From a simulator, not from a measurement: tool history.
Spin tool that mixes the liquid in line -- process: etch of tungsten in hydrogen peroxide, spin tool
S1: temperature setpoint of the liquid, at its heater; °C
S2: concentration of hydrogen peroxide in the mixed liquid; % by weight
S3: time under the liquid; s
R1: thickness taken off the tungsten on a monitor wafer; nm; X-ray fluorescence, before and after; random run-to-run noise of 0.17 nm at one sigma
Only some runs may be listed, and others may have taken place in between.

run	hour	S1	S2	S3	R1
1	0.0	47.0	21.0	95	73.700
2	8.2	47.0	21.0	95	73.569
3	9.6	47.0	18.0	95	67.362
4	12.2	47.0	18.0	100	70.709
5	20.6	47.0	18.0	100	71.292
6	28.9	43.0	18.0	100	55.393
7	35.6	40.0	17.0	100	44.039
8	37.3	40.0	17.0	100	44.284
9	39.7	38.0	16.5	100	38.360
10	41.4	38.0	16.5	100	38.395
11	42.3	36.5	16.0	100	34.073

Run 12, settings as shown, results not yet in. Your forecast:
12	50.2	35.5	15.5	100	?

R1: 31.372 nm
